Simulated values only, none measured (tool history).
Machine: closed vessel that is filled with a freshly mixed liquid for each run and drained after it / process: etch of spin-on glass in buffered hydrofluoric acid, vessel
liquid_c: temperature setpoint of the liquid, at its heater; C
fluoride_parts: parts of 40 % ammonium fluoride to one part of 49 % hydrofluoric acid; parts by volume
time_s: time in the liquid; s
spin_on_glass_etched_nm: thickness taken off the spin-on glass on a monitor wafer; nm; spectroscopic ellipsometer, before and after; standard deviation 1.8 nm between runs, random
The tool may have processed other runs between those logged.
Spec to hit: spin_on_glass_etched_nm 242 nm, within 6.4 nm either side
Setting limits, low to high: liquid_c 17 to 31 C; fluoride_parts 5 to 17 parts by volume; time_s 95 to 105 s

run	day	liquid_c	fluoride_parts	time_s	spin_on_glass_etched_nm
1	0	23	10.5	95	182.87
2	0.079	24.5	10.5	95	196.39
3	0.179	25.5	10.5	95	206.85
4	0.517	25.5	10.5	95	208.61
5	0.558	25.5	13	95	169.22
6	0.692	27	12.5	95	191.42
7	0.85	28	12.5	95	201.29
8	0.933	29	12.5	95	211.69
9	1.258	29.5	12.5	95	217.4
10	1.621	30	12.5	95	222.51

4 next moves are on the table. One of them brings every result within its allowed miss. Which?
A	1.983	31	15.5	95	?
B	1.983	30.5	12.5	100	?
C	1.983	27	13	100	?
D	1.983	30	14.5	95	?

move	spin_on_glass_etched_nm
A	190.9
B	241.62
C	193.21
D	193.38
A: the biggest miss grows against the last run
B: meets every target
C: the biggest miss grows against the last run
D: the biggest miss grows against the last run
Correct choice: B, which meets every target
